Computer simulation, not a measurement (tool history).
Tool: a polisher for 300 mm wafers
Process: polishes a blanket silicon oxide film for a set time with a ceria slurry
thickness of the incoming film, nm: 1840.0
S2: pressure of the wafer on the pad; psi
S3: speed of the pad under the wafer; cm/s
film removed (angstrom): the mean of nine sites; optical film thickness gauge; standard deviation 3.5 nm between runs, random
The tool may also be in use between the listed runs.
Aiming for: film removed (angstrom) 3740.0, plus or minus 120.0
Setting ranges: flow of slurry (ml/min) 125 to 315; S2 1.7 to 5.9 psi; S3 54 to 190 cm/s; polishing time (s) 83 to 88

Run 1, hour 0.0: flow of slurry (ml/min) 205, S2 3.8 psi, S3 122 cm/s, polishing time (s) 83. Result: film removed (angstrom) 3962.1.
Run 2, hour 3.0: flow of slurry (ml/min) 205, S2 3.8 psi, S3 122 cm/s, polishing time (s) 88. Result: film removed (angstrom) 4174.2.
Run 3, hour 5.0: flow of slurry (ml/min) 205, S2 4.1 psi, S3 122 cm/s, polishing time (s) 88. Result: film removed (angstrom) 4559.8.
Run 4, hour 12.3: flow of slurry (ml/min) 205, S2 3.9 psi, S3 122 cm/s, polishing time (s) 88. Result: film removed (angstrom) 4439.7.
Run 5, hour 13.1: flow of slurry (ml/min) 205, S2 3.7 psi, S3 122 cm/s, polishing time (s) 88. Result: film removed (angstrom) 4169.5.
Run 6, hour 17.1: flow of slurry (ml/min) 205, S2 3.7 psi, S3 122 cm/s, polishing time (s) 88. Result: film removed (angstrom) 4149.9.
At hour 25.0: worn pad replaced by a new one.
Run 7, hour 25.0: flow of slurry (ml/min) 205, S2 3.7 psi, S3 122 cm/s, polishing time (s) 88. Result: film removed (angstrom) 4549.7.
Run 8, hour 28.3: flow of slurry (ml/min) 205, S2 3.6 psi, S3 116 cm/s, polishing time (s) 88. Result: film removed (angstrom) 4234.6.
Run 9, hour 29.9: flow of slurry (ml/min) 205, S2 3.4 psi, S3 114 cm/s, polishing time (s) 88. Result: film removed (angstrom) 3989.7.
Run 10, hour 38.1: flow of slurry (ml/min) 205, S2 3.4 psi, S3 114 cm/s, polishing time (s) 88. Result: film removed (angstrom) 3981.4.

Consider the 4 candidate settings below. Which is the only one whose results all fall within their allowed miss of target?
Run A, hour 46.3: flow of slurry (ml/min) 185, S2 3.9 psi, S3 100 cm/s, polishing time (s) 84. Result: film removed (angstrom) ?.
Run B, hour 46.3: flow of slurry (ml/min) 250, S2 3.1 psi, S3 124 cm/s, polishing time (s) 88. Result: film removed (angstrom) ?.
Run C, hour 46.3: flow of slurry (ml/min) 220, S2 3.4 psi, S3 120 cm/s, polishing time (s) 88. Result: film removed (angstrom) ?.
Run D, hour 46.3: flow of slurry (ml/min) 210, S2 4.2 psi, S3 102 cm/s, polishing time (s) 83. Result: film removed (angstrom) ?.

move  film removed (angstrom)
   A                   3722.5
   B                   3948.3
   C                   4136.2
   D                   4075.4
A: hits every target within its allowed miss
B: closer than the last run, but not yet in spec
C: misses by more than the last run did
D: misses by more than the last run did
Correct choice: A, which meets every target
